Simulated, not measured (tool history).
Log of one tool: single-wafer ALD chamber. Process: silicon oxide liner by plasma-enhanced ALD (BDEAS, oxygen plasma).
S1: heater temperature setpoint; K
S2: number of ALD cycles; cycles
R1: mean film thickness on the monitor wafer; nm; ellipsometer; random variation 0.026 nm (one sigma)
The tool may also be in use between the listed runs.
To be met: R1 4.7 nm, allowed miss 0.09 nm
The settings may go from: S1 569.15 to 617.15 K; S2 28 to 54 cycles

run,hour,S1,S2,R1
1,0,593.15,41,3.7945
2,3.5,592.15,43,3.9934
3,7.6,592.15,39,3.5752
4,13.5,592.15,42,3.8947
5,20.9,592.15,44,4.0975
6,29,592.15,45,4.1877
7,30.5,592.15,46,4.2917
8,31.6,592.15,47,4.3178
9,32.9,592.15,48,4.4304
10,34.3,592.15,49,4.5438

Which of these 5 next moves meets every target?
A,35.7,601.15,49,?
B,35.7,595.15,49,?
C,35.7,593.15,51,?
D,35.7,593.15,48,?
E,35.7,598.15,49,?

move,R1
A,4.4801
B,4.5147
C,4.711
D,4.4339
E,4.4974
A: further off than the last run
B: further off than the last run
C: meets every target
D: further off than the last run
E: further off than the last run
The right move is C.
